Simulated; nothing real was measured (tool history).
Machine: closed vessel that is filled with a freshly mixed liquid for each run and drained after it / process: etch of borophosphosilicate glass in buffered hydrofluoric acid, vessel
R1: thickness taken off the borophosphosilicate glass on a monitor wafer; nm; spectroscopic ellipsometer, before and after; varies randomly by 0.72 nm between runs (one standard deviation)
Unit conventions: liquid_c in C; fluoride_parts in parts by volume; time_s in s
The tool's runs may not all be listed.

run 1 day=0 | liquid_c=24 fluoride_parts=20 time_s=95 | R1=158.32
run 2 day=0.367 | liquid_c=22.5 fluoride_parts=20.5 time_s=95 | R1=144.26
run 3 day=0.471 | liquid_c=24.5 fluoride_parts=20.5 time_s=95 | R1=159.8
run 4 day=0.75 | liquid_c=24.5 fluoride_parts=20.5 time_s=95 | R1=160
run 5 day=0.846 | liquid_c=23 fluoride_parts=21 time_s=95 | R1=146.12
run 6 day=1.167 | liquid_c=22 fluoride_parts=21.5 time_s=95 | R1=135.09
run 7 day=1.283 | liquid_c=21 fluoride_parts=21.5 time_s=95 | R1=131.01
run 8 day=1.529 | liquid_c=21 fluoride_parts=21.5 time_s=95 | R1=127.44
run 9 day=1.804 | liquid_c=21 fluoride_parts=21.5 time_s=95 | R1=127.43
run 10 day=1.9 | liquid_c=21 fluoride_parts=21.5 time_s=95 | R1=127.25
run 11 day=1.929 | liquid_c=20 fluoride_parts=21.5 time_s=95 | R1=121.15
run 12 day=2.154 | liquid_c=19.5 fluoride_parts=21.5 time_s=95 | R1=118.25
run 13 day=2.467 | liquid_c=19 fluoride_parts=21.5 time_s=95 | R1=114.68
run 14 day=2.812 | liquid_c=18.5 fluoride_parts=21.5 time_s=95 | R1=111.49
run 15 day=2.883 | liquid_c=18 fluoride_parts=21.5 time_s=95 | R1=108.5

Run 16 has not been measured yet. What should we expect?
run 16 day=3.033 | liquid_c=17.5 fluoride_parts=21.5 time_s=95 | R1=?

R1: 106.55 nm
